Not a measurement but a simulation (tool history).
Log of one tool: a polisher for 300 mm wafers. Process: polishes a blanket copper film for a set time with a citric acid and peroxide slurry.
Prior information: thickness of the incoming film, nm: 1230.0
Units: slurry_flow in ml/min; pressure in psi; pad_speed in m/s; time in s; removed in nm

Run 1, hour 0: slurry_flow 165 ml/min, pressure 2.9 psi, pad_speed 1.14 m/s, slurry_solids 1, time 77 s. Result: removed 220.67 nm.
Run 2, hour 8.3: slurry_flow 125 ml/min, pressure 2.9 psi, pad_speed 1.14 m/s, slurry_solids 1, time 77 s. Result: removed 206.13 nm.
Run 3, hour 11.1: slurry_flow 125 ml/min, pressure 2.9 psi, pad_speed 1.14 m/s, slurry_solids 1, time 77 s. Result: removed 211.8 nm.
Run 4, hour 18.9: slurry_flow 125 ml/min, pressure 2.8 psi, pad_speed 1.14 m/s, slurry_solids 1, time 77 s. Result: removed 203.4 nm.
Run 5, hour 27: slurry_flow 125 ml/min, pressure 2.8 psi, pad_speed 1.14 m/s, slurry_solids 1.1, time 77 s. Result: removed 209.21 nm.
Run 6, hour 30.1: slurry_flow 125 ml/min, pressure 3.2 psi, pad_speed 1.14 m/s, slurry_solids 1.1, time 77 s. Result: removed 233.72 nm.

For run 7, what comes out?
Run 7, hour 35.7: slurry_flow 125 ml/min, pressure 3 psi, pad_speed 1.14 m/s, slurry_solids 1.1, time 77 s. Result: removed ?.

{"run 7": {"removed": 220.48}}
